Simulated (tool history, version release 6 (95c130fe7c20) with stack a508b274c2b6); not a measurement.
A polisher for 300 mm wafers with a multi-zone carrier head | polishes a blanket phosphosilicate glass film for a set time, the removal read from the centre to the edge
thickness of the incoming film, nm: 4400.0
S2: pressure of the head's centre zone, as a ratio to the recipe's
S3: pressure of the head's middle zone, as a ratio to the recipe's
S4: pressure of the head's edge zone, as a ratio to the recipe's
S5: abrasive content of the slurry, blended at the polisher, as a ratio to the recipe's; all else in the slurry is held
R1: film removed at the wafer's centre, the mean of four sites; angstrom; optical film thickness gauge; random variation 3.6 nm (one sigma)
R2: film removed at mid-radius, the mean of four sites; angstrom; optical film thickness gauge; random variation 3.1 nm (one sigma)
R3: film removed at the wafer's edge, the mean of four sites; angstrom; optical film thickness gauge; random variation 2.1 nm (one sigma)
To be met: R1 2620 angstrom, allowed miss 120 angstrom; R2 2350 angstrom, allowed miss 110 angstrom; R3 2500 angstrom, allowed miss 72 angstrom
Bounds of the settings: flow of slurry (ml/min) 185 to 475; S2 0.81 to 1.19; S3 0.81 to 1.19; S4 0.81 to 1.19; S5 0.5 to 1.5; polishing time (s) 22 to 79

Run 1, hour 0: flow of slurry (ml/min) 305, S2 1, S3 1, S4 1, S5 1, polishing time (s) 50. Result: R1 3312 angstrom, R2 3304.3 angstrom, R3 3304.2 angstrom.
Run 2, hour 4.6: flow of slurry (ml/min) 305, S2 1, S3 1, S4 1.06, S5 1, polishing time (s) 50. Result: R1 3251.7 angstrom, R2 3418.3 angstrom, R3 3431.6 angstrom.
Run 3, hour 8: flow of slurry (ml/min) 305, S2 1, S3 1, S4 1.06, S5 1, polishing time (s) 56. Result: R1 3685.3 angstrom, R2 3746.8 angstrom, R3 3898 angstrom.
Run 4, hour 16.9: flow of slurry (ml/min) 305, S2 1, S3 1, S4 1.06, S5 1, polishing time (s) 67. Result: R1 4454.7 angstrom, R2 4419.9 angstrom, R3 4615.9 angstrom.
Run 5, hour 24.4: flow of slurry (ml/min) 300, S2 0.99, S3 0.98, S4 1.02, S5 0.9, polishing time (s) 64. Result: R1 4105.5 angstrom, R2 4098.7 angstrom, R3 4119.4 angstrom.
Run 6, hour 29.4: flow of slurry (ml/min) 300, S2 1.07, S3 0.98, S4 1.02, S5 0.9, polishing time (s) 64. Result: R1 4278.4 angstrom, R2 4139.4 angstrom, R3 4177.2 angstrom.
Run 7, hour 34.2: flow of slurry (ml/min) 300, S2 1.08, S3 0.95, S4 1.02, S5 0.8, polishing time (s) 60. Result: R1 3922.9 angstrom, R2 3580 angstrom, R3 3800.4 angstrom.
Run 8, hour 42: flow of slurry (ml/min) 300, S2 1.08, S3 0.95, S4 1.02, S5 0.8, polishing time (s) 60. Result: R1 3887.7 angstrom, R2 3673.2 angstrom, R3 3851.5 angstrom.
Run 9, hour 49.9: flow of slurry (ml/min) 295, S2 1.07, S3 0.93, S4 0.99, S5 0.75, polishing time (s) 57. Result: R1 3676.2 angstrom, R2 3371.7 angstrom, R3 3495.2 angstrom.
Run 10, hour 58.7: flow of slurry (ml/min) 295, S2 1.06, S3 0.92, S4 0.98, S5 0.7, polishing time (s) 54. Result: R1 3347.8 angstrom, R2 3192.6 angstrom, R3 3247.1 angstrom.
Run 11, hour 64.4: flow of slurry (ml/min) 295, S2 1.07, S3 0.9, S4 0.98, S5 0.65, polishing time (s) 52. Result: R1 3240.4 angstrom, R2 2863.3 angstrom, R3 3027.2 angstrom.
Run 12, hour 72.3: flow of slurry (ml/min) 295, S2 1.05, S3 0.89, S4 0.98, S5 0.6, polishing time (s) 51. Result: R1 3127.4 angstrom, R2 2727.1 angstrom, R3 2935.2 angstrom.
Run 13, hour 73.9: flow of slurry (ml/min) 290, S2 1.03, S3 0.89, S4 0.97, S5 0.6, polishing time (s) 50. Result: R1 2893.3 angstrom, R2 2688.8 angstrom, R3 2855.9 angstrom.

4 next moves are on the table. One of them brings every result within its allowed miss. Which?
Run A, hour 75.5: flow of slurry (ml/min) 270, S2 0.87, S3 1.16, S4 0.81, S5 0.55, polishing time (s) 51. Result: R1 ?, R2 ?, R3 ?.
Run B, hour 75.5: flow of slurry (ml/min) 320, S2 1.04, S3 0.88, S4 0.93, S5 0.55, polishing time (s) 45. Result: R1 ?, R2 ?, R3 ?.
Run C, hour 75.5: flow of slurry (ml/min) 240, S2 0.91, S3 0.81, S4 0.95, S5 0.55, polishing time (s) 47. Result: R1 ?, R2 ?, R3 ?.
Run D, hour 75.5: flow of slurry (ml/min) 290, S2 1.13, S3 0.81, S4 0.87, S5 0.6, polishing time (s) 49. Result: R1 ?, R2 ?, R3 ?.

move      R1      R2      R3
   A  2483.1  3336.2  2601.1
   B    2601  2382.5    2487
   C  2319.3  2230.9  2544.1
   D    3059  2443.7  2663.6
A: further off than the last run
B: meets every target
C: brings the result that was furthest off to its target, and leaves another outside
D: nearer than the last run, and not there yet
The right move is B.
